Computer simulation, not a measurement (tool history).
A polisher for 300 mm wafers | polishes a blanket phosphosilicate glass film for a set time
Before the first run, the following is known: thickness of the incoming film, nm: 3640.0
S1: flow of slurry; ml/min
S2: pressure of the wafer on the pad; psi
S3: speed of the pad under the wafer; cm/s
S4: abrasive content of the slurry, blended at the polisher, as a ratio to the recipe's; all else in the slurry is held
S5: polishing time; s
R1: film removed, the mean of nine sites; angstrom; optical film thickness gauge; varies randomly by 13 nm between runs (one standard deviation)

run,hour,S1,S2,S3,S4,S5,R1
1,0,295,2.8,128,1,90,7281.1
2,2.7,295,2.9,128,1,90,7696.3
3,11.3,295,3,128,1,90,7689
4,16.4,295,3,128,1.1,90,8310.4
5,23.1,295,3,128,1.1,90,8166.7
6,29.2,295,3.1,128,1.1,90,8539.1

What does the tool deliver on the next run?
7,37,295,3.4,130,1.1,90,?

Run 7 gave R1 9197.8 angstrom.

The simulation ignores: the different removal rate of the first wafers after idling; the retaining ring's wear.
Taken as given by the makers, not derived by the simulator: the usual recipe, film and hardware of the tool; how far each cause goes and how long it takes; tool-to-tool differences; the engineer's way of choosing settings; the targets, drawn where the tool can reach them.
